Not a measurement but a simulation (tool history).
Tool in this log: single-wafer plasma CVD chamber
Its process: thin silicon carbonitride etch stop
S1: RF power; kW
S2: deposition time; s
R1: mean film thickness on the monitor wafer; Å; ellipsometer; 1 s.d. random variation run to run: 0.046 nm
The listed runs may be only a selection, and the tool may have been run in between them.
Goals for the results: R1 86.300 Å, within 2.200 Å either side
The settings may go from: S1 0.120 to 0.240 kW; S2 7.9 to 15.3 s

run 1 hour=0.0 | S1=0.180 S2=11.6 | R1=68.627
run 2 hour=4.8 | S1=0.190 S2=11.6 | R1=69.633
run 3 hour=6.9 | S1=0.190 S2=10.8 | R1=65.042
run 4 hour=13.6 | S1=0.170 S2=10.8 | R1=62.640
run 5 hour=16.9 | S1=0.175 S2=11.3 | R1=66.190
run 6 hour=23.3 | S1=0.175 S2=10.1 | R1=59.790
run 7 hour=27.5 | S1=0.180 S2=10.7 | R1=63.634
run 8 hour=29.7 | S1=0.185 S2=11.2 | R1=67.890
run 9 hour=35.8 | S1=0.190 S2=11.5 | R1=69.294
run 10 hour=36.9 | S1=0.195 S2=11.8 | R1=72.168
run 11 hour=43.8 | S1=0.200 S2=12.0 | R1=74.634
run 12 hour=49.0 | S1=0.205 S2=12.2 | R1=75.947

Consider the 5 candidate settings below. Which is the only one whose results all fall within their allowed miss of target?
run A hour=54.2 | S1=0.195 S2=11.9 | R1=?
run B hour=54.2 | S1=0.230 S2=14.3 | R1=?
run C hour=54.2 | S1=0.215 S2=13.7 | R1=?
run D hour=54.2 | S1=0.220 S2=14.3 | R1=?
run E hour=54.2 | S1=0.225 S2=14.4 | R1=?

move=A R1=72.645
move=B R1=92.709
move=C R1=86.685
move=D R1=91.238
move=E R1=92.624
A: its largest miss is bigger than the last run's
B: the result that was furthest off in the last run now lies on the other side of its target
C: all results in spec
D: the result that was furthest off in the last run now lies on the other side of its target
E: the result that was furthest off in the last run now lies on the other side of its target
The right move is C.
